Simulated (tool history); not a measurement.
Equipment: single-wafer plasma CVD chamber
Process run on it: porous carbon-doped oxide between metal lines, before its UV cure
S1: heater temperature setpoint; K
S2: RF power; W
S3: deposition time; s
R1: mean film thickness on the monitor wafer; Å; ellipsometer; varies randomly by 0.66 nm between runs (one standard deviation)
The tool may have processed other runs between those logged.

run 1 hour=0.0 | S1=578.15 S2=445 S3=42.7 | R1=2014.1
run 2 hour=4.6 | S1=578.15 S2=445 S3=40.7 | R1=1932.6
run 3 hour=7.1 | S1=578.15 S2=445 S3=42.7 | R1=2027.1
run 4 hour=8.5 | S1=583.15 S2=420 S3=42.6 | R1=1857.3
run 5 hour=15.6 | S1=583.15 S2=380 S3=42.6 | R1=1690.9
run 6 hour=20.1 | S1=587.15 S2=380 S3=42.6 | R1=1682.4

Expected results for the next run?
run 7 hour=26.3 | S1=590.15 S2=375 S3=42.6 | R1=?

{"run 7": {"R1": 1635.4}}
